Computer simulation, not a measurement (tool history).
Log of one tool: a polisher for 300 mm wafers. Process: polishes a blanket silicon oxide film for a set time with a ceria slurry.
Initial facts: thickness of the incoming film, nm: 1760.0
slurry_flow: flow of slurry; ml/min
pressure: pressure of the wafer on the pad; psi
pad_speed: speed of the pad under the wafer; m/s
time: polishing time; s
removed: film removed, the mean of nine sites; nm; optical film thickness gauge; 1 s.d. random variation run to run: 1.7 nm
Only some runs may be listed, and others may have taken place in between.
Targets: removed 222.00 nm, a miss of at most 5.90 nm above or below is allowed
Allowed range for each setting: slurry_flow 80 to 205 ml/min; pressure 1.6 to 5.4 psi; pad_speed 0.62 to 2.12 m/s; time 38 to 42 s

run,hour,slurry_flow,pressure,pad_speed,time,removed
1,0.0,135,3.5,1.36,42,339.49
2,2.2,125,3.1,1.36,42,315.65
3,3.0,125,2.6,1.34,42,276.37
4,8.4,125,2.6,1.34,42,278.39
5,13.1,125,2.6,1.18,42,257.94
6,19.7,125,2.6,1.18,42,259.32
7,21.1,125,2.4,1.18,42,248.32
8,24.4,120,2.2,1.18,42,234.20

4 next moves are on the table. One of them brings every result within its allowed miss. Which?
A,27.7,130,2.6,1.14,42,?
B,27.7,120,1.8,1.26,41,?
C,27.7,160,2.7,1.10,38,?
D,27.7,145,2.2,1.08,41,?

move,removed
A,254.79
B,211.48
C,239.51
D,223.40
A: the biggest miss grows against the last run
B: pushes the last run's worst result past its target
C: the biggest miss grows against the last run
D: hits every target within its allowed miss
Correct choice: D, which meets every target

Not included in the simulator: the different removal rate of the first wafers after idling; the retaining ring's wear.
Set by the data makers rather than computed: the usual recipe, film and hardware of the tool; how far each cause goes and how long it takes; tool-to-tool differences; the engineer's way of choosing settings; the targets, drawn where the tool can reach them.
